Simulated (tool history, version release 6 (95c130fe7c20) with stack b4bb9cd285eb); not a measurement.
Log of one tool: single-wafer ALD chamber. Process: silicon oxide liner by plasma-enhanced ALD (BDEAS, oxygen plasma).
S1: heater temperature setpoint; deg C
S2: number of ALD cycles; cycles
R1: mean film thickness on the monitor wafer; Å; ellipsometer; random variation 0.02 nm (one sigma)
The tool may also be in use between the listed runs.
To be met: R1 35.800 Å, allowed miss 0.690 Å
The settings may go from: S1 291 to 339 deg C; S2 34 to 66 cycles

run,day,S1,S2,R1
1,0.000,315,50,43.478
2,0.283,306,50,44.198
3,0.496,300,50,44.514
4,0.854,310,50,44.110
5,1.188,310,46,40.349
6,1.454,310,52,45.787
7,1.671,311,49,42.741
8,1.942,312,47,41.327

Which of these 5 next moves meets every target?
A,2.212,304,43,?
B,2.212,310,50,?
C,2.212,328,60,?
D,2.212,311,41,?
E,2.212,325,58,?

move,R1
A,38.217
B,44.012
C,51.279
D,36.031
E,49.817
A: nearer than the last run, and not there yet
B: further off than the last run
C: further off than the last run
D: meets every target
E: further off than the last run
Move D is the one to make.
